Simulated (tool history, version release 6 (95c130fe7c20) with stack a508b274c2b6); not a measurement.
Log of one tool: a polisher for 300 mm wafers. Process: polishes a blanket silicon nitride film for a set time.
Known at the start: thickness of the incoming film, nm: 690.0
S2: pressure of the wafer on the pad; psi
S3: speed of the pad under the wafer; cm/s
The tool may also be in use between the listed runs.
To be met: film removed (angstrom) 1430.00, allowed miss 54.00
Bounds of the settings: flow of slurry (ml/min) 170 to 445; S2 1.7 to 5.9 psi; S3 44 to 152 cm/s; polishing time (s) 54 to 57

{"run": 1, "hour": 0.0, "flow of slurry (ml/min)": 285, "S2": 3.8, "S3": 98, "polishing time (s)": 54, "film removed (angstrom)": 1180.7}
{"run": 2, "hour": 7.4, "flow of slurry (ml/min)": 285, "S2": 4.1, "S3": 98, "polishing time (s)": 54, "film removed (angstrom)": 1270.8}
{"run": 3, "hour": 16.3, "flow of slurry (ml/min)": 285, "S2": 3.8, "S3": 98, "polishing time (s)": 54, "film removed (angstrom)": 1203.7}
{"run": 4, "hour": 18.6, "flow of slurry (ml/min)": 285, "S2": 3.9, "S3": 98, "polishing time (s)": 54, "film removed (angstrom)": 1229.0}
{"run": 5, "hour": 19.8, "flow of slurry (ml/min)": 285, "S2": 4.0, "S3": 98, "polishing time (s)": 54, "film removed (angstrom)": 1240.2}
{"run": 6, "hour": 27.8, "flow of slurry (ml/min)": 285, "S2": 4.0, "S3": 76, "polishing time (s)": 54, "film removed (angstrom)": 1061.0}
{"run": 7, "hour": 35.8, "flow of slurry (ml/min)": 285, "S2": 4.1, "S3": 76, "polishing time (s)": 54, "film removed (angstrom)": 1075.4}
{"run": 8, "hour": 41.9, "flow of slurry (ml/min)": 285, "S2": 4.2, "S3": 76, "polishing time (s)": 54, "film removed (angstrom)": 1078.3}
{"run": 9, "hour": 42.7, "flow of slurry (ml/min)": 285, "S2": 4.3, "S3": 76, "polishing time (s)": 54, "film removed (angstrom)": 1116.1}
{"run": 10, "hour": 44.9, "flow of slurry (ml/min)": 285, "S2": 4.4, "S3": 76, "polishing time (s)": 54, "film removed (angstrom)": 1141.6}

Which of these 5 next moves meets every target?
{"run": "A", "hour": 47.1, "flow of slurry (ml/min)": 300, "S2": 3.7, "S3": 72, "polishing time (s)": 54, "film removed (angstrom)": "?"}
{"run": "B", "hour": 47.1, "flow of slurry (ml/min)": 245, "S2": 5.0, "S3": 46, "polishing time (s)": 57, "film removed (angstrom)": "?"}
{"run": "C", "hour": 47.1, "flow of slurry (ml/min)": 365, "S2": 4.0, "S3": 92, "polishing time (s)": 57, "film removed (angstrom)": "?"}
{"run": "D", "hour": 47.1, "flow of slurry (ml/min)": 260, "S2": 4.9, "S3": 82, "polishing time (s)": 57, "film removed (angstrom)": "?"}
{"run": "E", "hour": 47.1, "flow of slurry (ml/min)": 195, "S2": 4.5, "S3": 88, "polishing time (s)": 54, "film removed (angstrom)": "?"}

move=A film_removed_(angstrom)=931.00
move=B film_removed_(angstrom)=960.07
move=C film_removed_(angstrom)=1278.00
move=D film_removed_(angstrom)=1391.20
move=E film_removed_(angstrom)=1224.70
A: further off than the last run
B: further off than the last run
C: nearer than the last run, and not there yet
D: meets every target
E: nearer than the last run, and not there yet
Answer: D
